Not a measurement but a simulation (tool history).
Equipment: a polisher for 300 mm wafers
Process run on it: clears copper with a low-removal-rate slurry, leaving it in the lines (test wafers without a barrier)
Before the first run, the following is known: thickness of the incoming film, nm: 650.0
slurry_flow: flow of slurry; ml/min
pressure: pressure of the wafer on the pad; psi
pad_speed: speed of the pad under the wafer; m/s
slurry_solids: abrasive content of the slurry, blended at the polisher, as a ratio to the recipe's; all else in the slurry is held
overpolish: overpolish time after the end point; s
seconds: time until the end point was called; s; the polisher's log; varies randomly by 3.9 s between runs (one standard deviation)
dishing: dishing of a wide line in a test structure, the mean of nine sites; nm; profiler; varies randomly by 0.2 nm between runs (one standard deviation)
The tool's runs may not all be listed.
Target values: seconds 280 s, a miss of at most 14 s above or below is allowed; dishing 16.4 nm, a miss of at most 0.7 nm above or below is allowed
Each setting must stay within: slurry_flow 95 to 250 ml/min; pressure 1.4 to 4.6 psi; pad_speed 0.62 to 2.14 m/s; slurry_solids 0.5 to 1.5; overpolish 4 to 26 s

Run 1, hour 0: slurry_flow 160 ml/min, pressure 3 psi, pad_speed 1.38 m/s, slurry_solids 1, overpolish 13 s. Result: seconds 184.15 s, dishing 33.716 nm.
Run 2, hour 4.1: slurry_flow 165 ml/min, pressure 2.7 psi, pad_speed 1.38 m/s, slurry_solids 1, overpolish 12 s. Result: seconds 207.46 s, dishing 28.64 nm.
Run 3, hour 11.1: slurry_flow 165 ml/min, pressure 2.7 psi, pad_speed 1.38 m/s, slurry_solids 1.1, overpolish 12 s. Result: seconds 203.02 s, dishing 29.579 nm.
Run 4, hour 11.8: slurry_flow 165 ml/min, pressure 2.7 psi, pad_speed 1.38 m/s, slurry_solids 1, overpolish 12 s. Result: seconds 203.34 s, dishing 28.37 nm.
Run 5, hour 16.7: slurry_flow 165 ml/min, pressure 2.5 psi, pad_speed 1.38 m/s, slurry_solids 0.95, overpolish 12 s. Result: seconds 225.51 s, dishing 26.518 nm.
Run 6, hour 23.1: slurry_flow 165 ml/min, pressure 3 psi, pad_speed 1.38 m/s, slurry_solids 0.95, overpolish 12 s. Result: seconds 182.46 s, dishing 31.06 nm.
Run 7, hour 29.4: slurry_flow 165 ml/min, pressure 2.8 psi, pad_speed 1.36 m/s, slurry_solids 0.9, overpolish 11 s. Result: seconds 204.5 s, dishing 26.255 nm.
Run 8, hour 37.1: slurry_flow 165 ml/min, pressure 2.7 psi, pad_speed 1.36 m/s, slurry_solids 0.85, overpolish 10 s. Result: seconds 214.43 s, dishing 23.001 nm.
Run 9, hour 44.1: slurry_flow 165 ml/min, pressure 2.7 psi, pad_speed 1.36 m/s, slurry_solids 0.85, overpolish 10 s. Result: seconds 216.28 s, dishing 23.119 nm.
Run 10, hour 52.9: slurry_flow 165 ml/min, pressure 1.9 psi, pad_speed 1.34 m/s, slurry_solids 0.85, overpolish 8 s. Result: seconds 302.14 s, dishing 13.075 nm.

Which single option among these 5 for the next run brings every result within its allowed miss of target? Just one does.
Run A, hour 61.7: slurry_flow 130 ml/min, pressure 2.6 psi, pad_speed 1.08 m/s, slurry_solids 1.1, overpolish 9 s. Result: seconds ?, dishing ?.
Run B, hour 61.7: slurry_flow 210 ml/min, pressure 1.6 psi, pad_speed 1.74 m/s, slurry_solids 0.55, overpolish 11 s. Result: seconds ?, dishing ?.
Run C, hour 61.7: slurry_flow 115 ml/min, pressure 1.9 psi, pad_speed 1.42 m/s, slurry_solids 0.9, overpolish 9 s. Result: seconds ?, dishing ?.
Run D, hour 61.7: slurry_flow 165 ml/min, pressure 1.8 psi, pad_speed 1.34 m/s, slurry_solids 1.1, overpolish 11 s. Result: seconds ?, dishing ?.
Run E, hour 61.7: slurry_flow 140 ml/min, pressure 1.4 psi, pad_speed 1.86 m/s, slurry_solids 0.9, overpolish 6 s. Result: seconds ?, dishing ?.

move  seconds  dishing
   A    267.3   16.716
   B   290.53   18.417
   C   299.61   14.915
   D   294.53    18.25
   E   293.69   10.286
A: all results in spec
B: moves the result that the last run missed by most past its target, out the other side
C: closer than the last run, but not yet in spec
D: moves the result that the last run missed by most past its target, out the other side
E: misses by more than the last run did
The move that meets every target is A.

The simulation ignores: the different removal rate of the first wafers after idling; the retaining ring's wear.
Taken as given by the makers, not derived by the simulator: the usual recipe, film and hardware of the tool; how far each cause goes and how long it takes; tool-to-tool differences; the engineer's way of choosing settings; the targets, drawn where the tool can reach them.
